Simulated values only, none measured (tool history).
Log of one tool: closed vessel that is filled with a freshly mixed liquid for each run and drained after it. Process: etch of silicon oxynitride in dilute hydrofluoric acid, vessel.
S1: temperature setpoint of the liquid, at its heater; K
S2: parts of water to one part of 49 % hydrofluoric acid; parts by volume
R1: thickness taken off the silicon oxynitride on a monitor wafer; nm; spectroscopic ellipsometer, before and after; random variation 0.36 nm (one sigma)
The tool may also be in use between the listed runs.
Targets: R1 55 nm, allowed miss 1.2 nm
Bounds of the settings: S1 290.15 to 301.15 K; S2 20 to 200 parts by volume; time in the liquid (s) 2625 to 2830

Run 1, hour 0: S1 293.15 K, S2 110 parts by volume, time in the liquid (s) 2625. Result: R1 34.922 nm.
Run 2, hour 4.8: S1 294.65 K, S2 110 parts by volume, time in the liquid (s) 2625. Result: R1 36.992 nm.
Run 3, hour 13.8: S1 295.65 K, S2 110 parts by volume, time in the liquid (s) 2625. Result: R1 39.615 nm.
Run 4, hour 18: S1 295.65 K, S2 95 parts by volume, time in the liquid (s) 2625. Result: R1 46.085 nm.
Run 5, hour 18.9: S1 296.15 K, S2 95 parts by volume, time in the liquid (s) 2625. Result: R1 47.763 nm.
Run 6, hour 21.5: S1 296.65 K, S2 95 parts by volume, time in the liquid (s) 2625. Result: R1 48.147 nm.
Run 7, hour 30.4: S1 297.15 K, S2 95 parts by volume, time in the liquid (s) 2625. Result: R1 49.187 nm.
Run 8, hour 36.3: S1 297.65 K, S2 95 parts by volume, time in the liquid (s) 2625. Result: R1 50.544 nm.
Run 9, hour 37.6: S1 298.15 K, S2 95 parts by volume, time in the liquid (s) 2625. Result: R1 51.451 nm.

Which of these 4 next moves meets every target?
Run A, hour 38.9: S1 300.15 K, S2 120 parts by volume, time in the liquid (s) 2800. Result: R1 ?.
Run B, hour 38.9: S1 297.15 K, S2 90 parts by volume, time in the liquid (s) 2740. Result: R1 ?.
Run C, hour 38.9: S1 296.15 K, S2 95 parts by volume, time in the liquid (s) 2750. Result: R1 ?.
Run D, hour 38.9: S1 295.65 K, S2 85 parts by volume, time in the liquid (s) 2700. Result: R1 ?.

move      R1
   A   47.03
   B  54.925
   C  49.585
   D  53.586
A: further off than the last run
B: meets every target
C: further off than the last run
D: nearer than the last run, and not there yet
Answer: B

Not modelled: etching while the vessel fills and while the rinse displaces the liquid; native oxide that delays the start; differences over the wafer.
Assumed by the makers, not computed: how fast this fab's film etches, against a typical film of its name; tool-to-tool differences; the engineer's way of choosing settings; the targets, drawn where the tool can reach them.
